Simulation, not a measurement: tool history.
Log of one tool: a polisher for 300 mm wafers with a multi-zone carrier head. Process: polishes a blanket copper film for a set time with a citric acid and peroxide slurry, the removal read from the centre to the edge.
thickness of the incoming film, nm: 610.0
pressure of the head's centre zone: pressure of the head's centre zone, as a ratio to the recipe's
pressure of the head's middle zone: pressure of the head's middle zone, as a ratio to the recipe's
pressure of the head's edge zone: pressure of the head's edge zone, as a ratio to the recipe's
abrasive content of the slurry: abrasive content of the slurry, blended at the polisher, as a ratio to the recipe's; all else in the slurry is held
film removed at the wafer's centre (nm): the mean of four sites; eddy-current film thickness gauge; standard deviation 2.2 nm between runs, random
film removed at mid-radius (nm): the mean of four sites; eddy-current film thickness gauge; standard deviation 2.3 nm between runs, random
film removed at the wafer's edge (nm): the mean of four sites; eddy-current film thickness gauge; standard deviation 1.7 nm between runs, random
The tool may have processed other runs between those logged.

| run | hour | flow of slurry (ml/min) | pressure of the head's centre zone | pressure of the head's middle zone | pressure of the head's edge zone | abrasive content of the slurry | polishing time (s) | film removed at the wafer's centre (nm) | film removed at mid-radius (nm) | film removed at the wafer's edge (nm) |
|---|---|---|---|---|---|---|---|---|---|---|
| 1 | 0 | 145 | 1 | 1 | 1 | 1 | 76 | 206.91 | 220.49 | 216.72 |
| 2 | 6.9 | 140 | 1.01 | 0.98 | 0.96 | 0.85 | 72 | 185.7 | 201.09 | 190.96 |
| 3 | 8.2 | 135 | 1.03 | 0.93 | 0.93 | 0.75 | 70 | 175.53 | 178.05 | 181.55 |
| 4 | 16.5 | 160 | 1.03 | 0.93 | 0.93 | 0.75 | 70 | 178.48 | 179.59 | 184.26 |
| 5 | 18.6 | 155 | 1.05 | 0.93 | 0.9 | 0.65 | 68 | 176.34 | 169.67 | 172.63 |
| 6 | 26.7 | 155 | 1.05 | 0.93 | 0.9 | 0.65 | 84 | 216.43 | 208.95 | 214.64 |
|  | 34.8 | centre zone pressure recalibrated |
| 7 | 34.8 | 150 | 1.05 | 0.93 | 0.88 | 0.6 | 78 | 211.09 | 189.5 | 191.88 |

Estimate the outcome of run 8 from the log above:
| 8 | 40.9 | 150 | 1.01 | 0.93 | 0.88 | 0.55 | 73 | ? | ? | ? |

{"run 8": {"film removed at the wafer's centre (nm)": 189.05, "film removed at mid-radius (nm)": 178.95, "film removed at the wafer's edge (nm)": 180.05}}
